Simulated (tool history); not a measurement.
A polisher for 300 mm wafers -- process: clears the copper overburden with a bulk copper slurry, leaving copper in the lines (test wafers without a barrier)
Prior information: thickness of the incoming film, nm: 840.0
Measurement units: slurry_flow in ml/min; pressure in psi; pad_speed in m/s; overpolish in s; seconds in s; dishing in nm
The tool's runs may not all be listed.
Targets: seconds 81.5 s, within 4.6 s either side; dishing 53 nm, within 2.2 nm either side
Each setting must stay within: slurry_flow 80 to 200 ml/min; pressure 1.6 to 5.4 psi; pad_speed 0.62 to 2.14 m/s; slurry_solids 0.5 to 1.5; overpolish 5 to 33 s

| run | hour | slurry_flow | pressure | pad_speed | slurry_solids | overpolish | seconds | dishing |
|---|---|---|---|---|---|---|---|---|
| 1 | 0 | 130 | 3.5 | 1.38 | 1 | 17 | 43.33 | 62.226 |
| 2 | 4 | 130 | 3.5 | 1.38 | 1 | 22 | 42.273 | 61.522 |
| 3 | 10.7 | 130 | 3.1 | 1.34 | 1 | 24 | 48.976 | 61.853 |
| 4 | 12.3 | 125 | 2.8 | 1.36 | 0.95 | 20 | 54.567 | 58.941 |
| 5 | 15.3 | 125 | 2.8 | 1.7 | 0.95 | 20 | 46.672 | 61.359 |
| 6 | 23 | 95 | 2.8 | 1.7 | 0.95 | 20 | 48.631 | 60.114 |
| 7 | 26.9 | 80 | 1.8 | 1.44 | 0.9 | 14 | 86.038 | 48.362 |
| 8 | 33.6 | 80 | 1.8 | 1.44 | 0.9 | 16 | 86.821 | 48.764 |
| 9 | 35.6 | 85 | 1.8 | 1.44 | 0.9 | 18 | 86.89 | 52.273 |
|  | 40 | head pressure recalibrated |
| 10 | 40 | 90 | 1.9 | 1.44 | 0.9 | 18 | 93.708 | 50.991 |

Consider the 5 candidate settings below. Which is the only one whose results all fall within their allowed miss of target?
| A | 44.4 | 80 | 2.3 | 1.64 | 0.95 | 15 | ? | ? |
| B | 44.4 | 90 | 2.4 | 1.52 | 0.9 | 15 | ? | ? |
| C | 44.4 | 80 | 2.6 | 1.18 | 0.7 | 16 | ? | ? |
| D | 44.4 | 140 | 1.6 | 1.14 | 0.85 | 25 | ? | ? |
| E | 44.4 | 80 | 2.3 | 1.44 | 1.2 | 15 | ? | ? |

| move | seconds | dishing |
|---|---|---|
| A | 67.743 | 53.032 |
| B | 68.57 | 53.203 |
| C | 81.808 | 52.264 |
| D | 116.97 | 49.707 |
| E | 69.633 | 52.706 |
A: the result that was furthest off in the last run now lies on the other side of its target
B: the result that was furthest off in the last run now lies on the other side of its target
C: hits every target within its allowed miss
D: moves away from the targets compared with the last run
E: the result that was furthest off in the last run now lies on the other side of its target
The move that meets every target is C.
